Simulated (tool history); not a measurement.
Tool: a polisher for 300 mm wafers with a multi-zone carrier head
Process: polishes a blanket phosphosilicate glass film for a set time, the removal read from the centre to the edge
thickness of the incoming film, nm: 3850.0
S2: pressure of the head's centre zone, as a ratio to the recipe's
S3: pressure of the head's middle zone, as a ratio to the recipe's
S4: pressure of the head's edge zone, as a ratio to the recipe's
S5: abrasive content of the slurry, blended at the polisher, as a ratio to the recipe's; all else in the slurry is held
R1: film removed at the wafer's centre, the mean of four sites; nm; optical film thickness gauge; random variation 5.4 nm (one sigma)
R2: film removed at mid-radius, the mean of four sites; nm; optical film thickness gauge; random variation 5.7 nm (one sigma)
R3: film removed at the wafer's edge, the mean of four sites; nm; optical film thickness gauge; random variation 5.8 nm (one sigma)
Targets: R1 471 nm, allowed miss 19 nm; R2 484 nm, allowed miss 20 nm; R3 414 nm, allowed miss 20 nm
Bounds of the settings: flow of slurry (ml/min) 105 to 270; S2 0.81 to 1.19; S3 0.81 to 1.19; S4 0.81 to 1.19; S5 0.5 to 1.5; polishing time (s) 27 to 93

Run 1, hour 0: flow of slurry (ml/min) 175, S2 1, S3 1, S4 1, S5 1, polishing time (s) 59. Result: R1 343.31 nm, R2 349.26 nm, R3 351.31 nm.
Run 2, hour 3.5: flow of slurry (ml/min) 180, S2 1.01, S3 1.02, S4 1, S5 1.05, polishing time (s) 59. Result: R1 357.08 nm, R2 364.81 nm, R3 355.56 nm.
Run 3, hour 9.6: flow of slurry (ml/min) 185, S2 1.02, S3 1.03, S4 1.01, S5 1.1, polishing time (s) 59. Result: R1 364.06 nm, R2 370.81 nm, R3 370.61 nm.
Run 4, hour 18.6: flow of slurry (ml/min) 185, S2 0.98, S3 1.03, S4 1.01, S5 1.1, polishing time (s) 59. Result: R1 349.39 nm, R2 380.22 nm, R3 367.54 nm.
Run 5, hour 23.3: flow of slurry (ml/min) 185, S2 0.98, S3 1.03, S4 1.01, S5 1.1, polishing time (s) 45. Result: R1 265.8 nm, R2 286.64 nm, R3 285.81 nm.
Run 6, hour 24.8: flow of slurry (ml/min) 150, S2 0.98, S3 1.03, S4 1.01, S5 1.1, polishing time (s) 45. Result: R1 265.97 nm, R2 283.3 nm, R3 273.59 nm.
Run 7, hour 27.8: flow of slurry (ml/min) 150, S2 1.08, S3 1.13, S4 1, S5 1.35, polishing time (s) 62. Result: R1 417.74 nm, R2 452.78 nm, R3 405.78 nm.
Run 8, hour 31.6: flow of slurry (ml/min) 155, S2 1.09, S3 1.13, S4 1, S5 1.35, polishing time (s) 62. Result: R1 442.77 nm, R2 448.31 nm, R3 405.35 nm.
Run 9, hour 35.4: flow of slurry (ml/min) 155, S2 1.09, S3 1.13, S4 1, S5 1.35, polishing time (s) 62. Result: R1 432.51 nm, R2 446.67 nm, R3 403.95 nm.
Run 10, hour 38.4: flow of slurry (ml/min) 160, S2 1.09, S3 1.14, S4 1, S5 1.35, polishing time (s) 62. Result: R1 430.08 nm, R2 451.17 nm, R3 411.58 nm.
Run 11, hour 41.7: flow of slurry (ml/min) 160, S2 1.1, S3 1.15, S4 0.99, S5 1.35, polishing time (s) 62. Result: R1 439.41 nm, R2 459.25 nm, R3 405.35 nm.
Run 12, hour 48.1: flow of slurry (ml/min) 165, S2 1.1, S3 1.15, S4 0.99, S5 1.35, polishing time (s) 62. Result: R1 442.3 nm, R2 460.04 nm, R3 400.04 nm.
Run 13, hour 48.9: flow of slurry (ml/min) 165, S2 1.1, S3 1.15, S4 0.99, S5 1.35, polishing time (s) 62. Result: R1 439.1 nm, R2 469.01 nm, R3 403.38 nm.
Run 14, hour 49.9: flow of slurry (ml/min) 175, S2 1.12, S3 1.15, S4 1, S5 1.35, polishing time (s) 62. Result: R1 456.23 nm, R2 454.57 nm, R3 406.07 nm.

Which of these 4 next moves meets every target?
Run A, hour 50.9: flow of slurry (ml/min) 105, S2 1.13, S3 1.15, S4 1.06, S5 1.35, polishing time (s) 70. Result: R1 ?, R2 ?, R3 ?.
Run B, hour 50.9: flow of slurry (ml/min) 175, S2 1.06, S3 1.17, S4 0.96, S5 1.35, polishing time (s) 64. Result: R1 ?, R2 ?, R3 ?.
Run C, hour 50.9: flow of slurry (ml/min) 160, S2 1.03, S3 1.18, S4 0.98, S5 1.4, polishing time (s) 63. Result: R1 ?, R2 ?, R3 ?.
Run D, hour 50.9: flow of slurry (ml/min) 175, S2 1.1, S3 1.11, S4 0.9, S5 1.25, polishing time (s) 68. Result: R1 ?, R2 ?, R3 ?.

move      R1      R2      R3
   A  474.42  487.52  445.67
   B  441.07  486.31  411.66
   C  421.66  482.79  410.24
   D  473.26  480.57  415.39
A: brings the result that was furthest off to its target, and leaves another outside
B: brings the result that was furthest off to its target, and leaves another outside
C: brings the result that was furthest off to its target, and leaves another outside
D: meets every target
Move D is the one to make.
